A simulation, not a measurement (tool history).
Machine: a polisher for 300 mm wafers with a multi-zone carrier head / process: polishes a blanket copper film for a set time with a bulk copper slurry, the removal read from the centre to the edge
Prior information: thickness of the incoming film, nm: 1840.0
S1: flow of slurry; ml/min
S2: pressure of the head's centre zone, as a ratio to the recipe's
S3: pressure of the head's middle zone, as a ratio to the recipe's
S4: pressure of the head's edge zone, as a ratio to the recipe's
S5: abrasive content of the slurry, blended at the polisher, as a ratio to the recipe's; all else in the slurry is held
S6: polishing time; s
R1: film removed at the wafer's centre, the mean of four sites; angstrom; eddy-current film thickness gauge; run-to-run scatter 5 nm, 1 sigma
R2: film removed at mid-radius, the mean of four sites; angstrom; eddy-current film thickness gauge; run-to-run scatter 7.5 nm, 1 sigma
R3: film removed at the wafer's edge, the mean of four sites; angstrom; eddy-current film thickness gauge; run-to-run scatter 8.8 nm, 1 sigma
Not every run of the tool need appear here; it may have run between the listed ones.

run 1 hour=0 | S1=200 S2=1 S3=1 S4=1 S5=1 S6=54 | R1=5442.3 R2=5619.8 R3=5747.5
run 2 hour=7.9 | S1=205 S2=1.02 S3=0.99 S4=1 S5=1 S6=54 | R1=5565 R2=5485.7 R3=5597
run 3 hour=13.4 | S1=165 S2=1.02 S3=0.99 S4=1 S5=1 S6=54 | R1=5335.7 R2=5319.5 R3=5504.5
run 4 hour=20.7 | S1=165 S2=1.02 S3=0.99 S4=0.92 S5=1 S6=54 | R1=5308.3 R2=5335.1 R3=5262.4
run 5 hour=22.7 | S1=165 S2=1.02 S3=0.99 S4=0.92 S5=1 S6=59 | R1=5866.2 R2=5862.8 R3=5890.5
run 6 hour=25.9 | S1=165 S2=1.02 S3=0.99 S4=0.85 S5=1 S6=59 | R1=5802.6 R2=5809.2 R3=5474.5
run 7 hour=31.1 | S1=175 S2=1.03 S3=0.98 S4=0.86 S5=1 S6=59 | R1=5912 R2=5878.5 R3=5609.7
run 8 hour=39.5 | S1=185 S2=1.05 S3=0.97 S4=0.87 S5=1 S6=59 | R1=6188.7 R2=5837.9 R3=5746.6
run 9 hour=44.9 | S1=195 S2=1.06 S3=0.96 S4=0.87 S5=1 S6=59 | R1=6277.9 R2=5974.1 R3=5791.2
run 10 hour=48.8 | S1=200 S2=1.07 S3=0.95 S4=0.88 S5=1 S6=59 | R1=6326.2 R2=5938.8 R3=5771.5
run 11 hour=51 | S1=205 S2=1.08 S3=0.94 S4=0.89 S5=1 S6=59 | R1=6464.6 R2=5690.1 R3=5830.6
run 12 hour=52.5 | S1=210 S2=1.09 S3=0.94 S4=0.89 S5=1 S6=59 | R1=6531.5 R2=5734.2 R3=5910.8
run 13 hour=60.8 | S1=215 S2=1.1 S3=0.94 S4=0.89 S5=1 S6=59 | R1=6592.7 R2=5916.6 R3=5785.8

Forecast run 14:
run 14 hour=61.9 | S1=220 S2=1.11 S3=0.93 S4=0.89 S5=1 S6=59 | R1=? R2=? R3=?

R1: 6689.3 angstrom
R2: 5823.1 angstrom
R3: 5878.2 angstrom
